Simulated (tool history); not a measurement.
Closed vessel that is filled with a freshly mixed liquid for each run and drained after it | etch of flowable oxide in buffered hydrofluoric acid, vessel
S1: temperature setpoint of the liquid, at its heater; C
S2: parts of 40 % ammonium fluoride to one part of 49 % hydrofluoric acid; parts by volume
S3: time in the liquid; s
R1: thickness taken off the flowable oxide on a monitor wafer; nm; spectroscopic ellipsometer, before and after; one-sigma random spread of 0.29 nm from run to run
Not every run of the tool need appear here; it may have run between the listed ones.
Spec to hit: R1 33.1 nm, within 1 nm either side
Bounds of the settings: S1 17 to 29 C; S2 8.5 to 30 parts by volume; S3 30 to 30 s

{"run": 1, "day": 0.0, "S1": 21, "S2": 23.5, "S3": 30, "R1": 44.013}
{"run": 2, "day": 0.312, "S1": 21, "S2": 23.5, "S3": 30, "R1": 44.322}
{"run": 3, "day": 0.567, "S1": 20, "S2": 24, "S3": 30, "R1": 41.186}
{"run": 4, "day": 0.842, "S1": 20, "S2": 19.5, "S3": 30, "R1": 47.739}
{"run": 5, "day": 1.042, "S1": 22, "S2": 19.5, "S3": 30, "R1": 53.577}
{"run": 6, "day": 1.175, "S1": 22, "S2": 16.5, "S3": 30, "R1": 61.863}
{"run": 7, "day": 1.217, "S1": 21, "S2": 18.5, "S3": 30, "R1": 53.614}
{"run": 8, "day": 1.383, "S1": 20, "S2": 20, "S3": 30, "R1": 46.302}
{"run": 9, "day": 1.5, "S1": 19.5, "S2": 21, "S3": 30, "R1": 43.95}
{"run": 10, "day": 1.858, "S1": 19, "S2": 22, "S3": 30, "R1": 40.516}
{"run": 11, "day": 2.208, "S1": 18.5, "S2": 22.5, "S3": 30, "R1": 39.278}
{"run": 12, "day": 2.333, "S1": 18, "S2": 23, "S3": 30, "R1": 37.347}
{"run": 13, "day": 2.379, "S1": 18, "S2": 23.5, "S3": 30, "R1": 37.232}
{"run": 14, "day": 2.412, "S1": 18, "S2": 24, "S3": 30, "R1": 36.563}
{"run": 15, "day": 2.458, "S1": 18, "S2": 24.5, "S3": 30, "R1": 36.144}
{"run": 16, "day": 2.571, "S1": 17.5, "S2": 25, "S3": 30, "R1": 34.381}

4 next moves are on the table. One of them brings every result within its allowed miss. Which?
{"run": "A", "day": 2.683, "S1": 17, "S2": 23.5, "S3": 30, "R1": "?"}
{"run": "B", "day": 2.683, "S1": 18.5, "S2": 24.5, "S3": 30, "R1": "?"}
{"run": "C", "day": 2.683, "S1": 18, "S2": 27.5, "S3": 30, "R1": "?"}
{"run": "D", "day": 2.683, "S1": 18.5, "S2": 25.5, "S3": 30, "R1": "?"}

move=A R1=35.204
move=B R1=37.26
move=C R1=33.431
move=D R1=36.242
A: its largest miss is bigger than the last run's
B: its largest miss is bigger than the last run's
C: all results land within tolerance of their targets
D: its largest miss is bigger than the last run's
So the answer is move C, the one that meets all the targets.
